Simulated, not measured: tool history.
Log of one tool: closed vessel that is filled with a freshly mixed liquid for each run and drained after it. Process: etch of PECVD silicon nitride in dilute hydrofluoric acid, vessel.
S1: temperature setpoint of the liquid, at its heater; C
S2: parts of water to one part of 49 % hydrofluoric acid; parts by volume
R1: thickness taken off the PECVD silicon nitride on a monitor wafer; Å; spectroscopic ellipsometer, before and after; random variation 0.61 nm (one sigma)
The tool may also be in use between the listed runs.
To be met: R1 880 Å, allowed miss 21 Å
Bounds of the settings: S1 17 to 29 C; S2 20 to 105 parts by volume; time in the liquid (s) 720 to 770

run 1 hour=0 | S1=21 S2=55 time_in_the_liquid_(s)=720 | R1=449.81
run 2 hour=0.7 | S1=23.5 S2=55 time_in_the_liquid_(s)=720 | R1=539.64
run 3 hour=3 | S1=25 S2=55 time_in_the_liquid_(s)=720 | R1=600.91
run 4 hour=4.4 | S1=25 S2=55 time_in_the_liquid_(s)=770 | R1=638.54
run 5 hour=13 | S1=23.5 S2=55 time_in_the_liquid_(s)=770 | R1=576.84
run 6 hour=19.3 | S1=25 S2=55 time_in_the_liquid_(s)=770 | R1=639.37
run 7 hour=22.7 | S1=26 S2=55 time_in_the_liquid_(s)=770 | R1=682.71
run 8 hour=25 | S1=27 S2=55 time_in_the_liquid_(s)=770 | R1=732.51
run 9 hour=27.9 | S1=27.5 S2=55 time_in_the_liquid_(s)=770 | R1=749.34
run 10 hour=35.2 | S1=28 S2=55 time_in_the_liquid_(s)=770 | R1=789.2
run 11 hour=36 | S1=28.5 S2=55 time_in_the_liquid_(s)=770 | R1=801.4
run 12 hour=41.3 | S1=29 S2=55 time_in_the_liquid_(s)=770 | R1=834.77

Which of these 5 next moves meets every target?
run A hour=46.6 | S1=28.5 S2=50 time_in_the_liquid_(s)=720 | R1=?
run B hour=46.6 | S1=28 S2=55 time_in_the_liquid_(s)=735 | R1=?
run C hour=46.6 | S1=27.5 S2=45 time_in_the_liquid_(s)=730 | R1=?
run D hour=46.6 | S1=26 S2=45 time_in_the_liquid_(s)=725 | R1=?
run E hour=46.6 | S1=28.5 S2=55 time_in_the_liquid_(s)=760 | R1=?

move=A R1=817.11
move=B R1=734.86
move=C R1=860.68
move=D R1=773.93
move=E R1=785.02
A: further off than the last run
B: further off than the last run
C: meets every target
D: further off than the last run
E: further off than the last run
Answer: C

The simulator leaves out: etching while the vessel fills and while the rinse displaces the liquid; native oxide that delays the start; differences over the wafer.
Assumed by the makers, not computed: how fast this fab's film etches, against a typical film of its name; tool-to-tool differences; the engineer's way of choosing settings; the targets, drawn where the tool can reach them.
